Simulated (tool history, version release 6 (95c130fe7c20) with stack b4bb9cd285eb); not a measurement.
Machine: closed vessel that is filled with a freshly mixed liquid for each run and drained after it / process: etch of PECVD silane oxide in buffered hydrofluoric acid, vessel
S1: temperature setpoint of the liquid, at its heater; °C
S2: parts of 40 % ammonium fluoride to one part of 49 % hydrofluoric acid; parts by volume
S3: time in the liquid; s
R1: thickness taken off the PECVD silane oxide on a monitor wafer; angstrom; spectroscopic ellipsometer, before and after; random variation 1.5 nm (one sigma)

run	day	S1	S2	S3	R1
1	0.000	23.0	13.5	95	1351.3
2	0.200	21.0	13.5	95	1220.3
3	0.425	24.0	11.0	95	1757.0
4	0.550	24.0	9.0	95	2128.8
5	0.696	26.0	8.0	95	2570.6
6	1.021	26.0	8.0	95	2564.2
7	1.371	27.5	7.5	95	2988.2

Run 8, settings as shown, results not yet in. Your forecast:
8	1.700	27.5	7.5	95	?

{"run 8": {"R1": 2991.3}}

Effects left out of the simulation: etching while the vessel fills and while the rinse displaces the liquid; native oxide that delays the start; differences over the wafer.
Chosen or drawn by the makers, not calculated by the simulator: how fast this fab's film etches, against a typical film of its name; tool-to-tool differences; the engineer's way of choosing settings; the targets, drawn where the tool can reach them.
